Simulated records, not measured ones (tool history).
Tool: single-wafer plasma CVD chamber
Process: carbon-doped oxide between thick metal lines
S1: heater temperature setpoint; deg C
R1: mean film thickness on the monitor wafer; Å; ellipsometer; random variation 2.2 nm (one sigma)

{"run": 1, "hour": 0.0, "S1": 340, "chamber pressure (Torr)": 3.89, "RF power (W)": 435, "deposition time (s)": 88, "R1": 3776}
{"run": 2, "hour": 2.4, "S1": 340, "chamber pressure (Torr)": 4.41, "RF power (W)": 435, "deposition time (s)": 88, "R1": 3909.2}
{"run": 3, "hour": 9.5, "S1": 338, "chamber pressure (Torr)": 4.49, "RF power (W)": 435, "deposition time (s)": 88, "R1": 3972.9}
{"run": 4, "hour": 17.5, "S1": 337, "chamber pressure (Torr)": 4.53, "RF power (W)": 435, "deposition time (s)": 88, "R1": 3968.7}
{"run": 5, "hour": 20.1, "S1": 337, "chamber pressure (Torr)": 4.53, "RF power (W)": 435, "deposition time (s)": 88, "R1": 3953.2}
{"run": 6, "hour": 24.1, "S1": 345, "chamber pressure (Torr)": 4.53, "RF power (W)": 435, "deposition time (s)": 88, "R1": 3866.5}
{"run": 7, "hour": 32.7, "S1": 343, "chamber pressure (Torr)": 4.61, "RF power (W)": 435, "deposition time (s)": 88, "R1": 3931.2}
{"run": 8, "hour": 40.6, "S1": 342, "chamber pressure (Torr)": 4.69, "RF power (W)": 435, "deposition time (s)": 88, "R1": 3943}
{"run": 9, "hour": 42.8, "S1": 341, "chamber pressure (Torr)": 4.76, "RF power (W)": 435, "deposition time (s)": 88, "R1": 3959.6}
{"run": 10, "hour": 48.0, "S1": 340, "chamber pressure (Torr)": 4.82, "RF power (W)": 435, "deposition time (s)": 88, "R1": 3983.6}

Forecast run 11:
{"run": 11, "hour": 51.5, "S1": 339, "chamber pressure (Torr)": 4.88, "RF power (W)": 435, "deposition time (s)": 88, "R1": "?"}

{"run 11": {"R1": 4034.1}}
